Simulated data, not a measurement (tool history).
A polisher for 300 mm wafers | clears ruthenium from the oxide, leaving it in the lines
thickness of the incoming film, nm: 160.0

| run | hour | flow of slurry (ml/min) | pressure of the wafer on the pad (kPa) | speed of the pad under the wafer (cm/s) | overpolish time after the end point (s) | time until the end point was called (s) |
|---|---|---|---|---|---|---|
| 1 | 0 | 310 | 15.2 | 102 | 12 | 143.82 |
| 2 | 1.7 | 310 | 16.5 | 102 | 12 | 134.69 |
| 3 | 6.6 | 310 | 15.2 | 102 | 12 | 146.32 |
| 4 | 12.1 | 310 | 14.5 | 102 | 12 | 148.91 |
| 5 | 19.5 | 310 | 13.8 | 102 | 12 | 154.53 |
| 6 | 22.2 | 310 | 13.1 | 102 | 12 | 161.78 |

What will run 7 give?
| 7 | 23.2 | 310 | 12.4 | 102 | 12 | ? |

time until the end point was called (s): 177.73
